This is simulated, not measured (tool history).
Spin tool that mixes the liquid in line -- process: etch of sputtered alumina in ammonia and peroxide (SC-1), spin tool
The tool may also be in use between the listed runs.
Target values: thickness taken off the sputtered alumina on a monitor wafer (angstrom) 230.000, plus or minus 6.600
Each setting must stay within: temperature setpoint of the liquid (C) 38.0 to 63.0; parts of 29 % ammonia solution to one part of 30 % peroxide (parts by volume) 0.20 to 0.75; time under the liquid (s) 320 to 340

run,day,temperature setpoint of the liquid (C),parts of 29 % ammonia solution to one part of 30 % peroxide (parts by volume),time under the liquid (s),thickness taken off the sputtered alumina on a monitor wafer (angstrom)
1,0.000,47.0,0.45,320,117.810
2,0.358,44.5,0.45,320,100.440
3,0.417,44.5,0.35,320,98.913
4,0.771,44.5,0.30,320,97.282
5,0.942,49.5,0.30,320,129.520
6,1.150,52.5,0.30,320,153.690
7,1.458,55.0,0.30,320,174.180
8,1.833,56.5,0.30,320,189.840
9,2.208,57.5,0.30,320,197.170
10,2.483,58.5,0.30,320,210.630

Which of these 5 next moves meets every target?
A,2.758,56.5,0.45,335,?
B,2.758,60.5,0.40,325,?
C,2.758,60.0,0.40,320,?
D,2.758,61.0,0.25,340,?
E,2.758,61.5,0.25,330,?

move,thickness taken off the sputtered alumina on a monitor wafer (angstrom)
A,204.710
B,241.700
C,231.960
D,248.090
E,247.010
A: its largest miss is bigger than the last run's
B: pushes the last run's worst result past its target
C: every result lands within tolerance
D: pushes the last run's worst result past its target
E: pushes the last run's worst result past its target
Correct choice: C, which meets every target
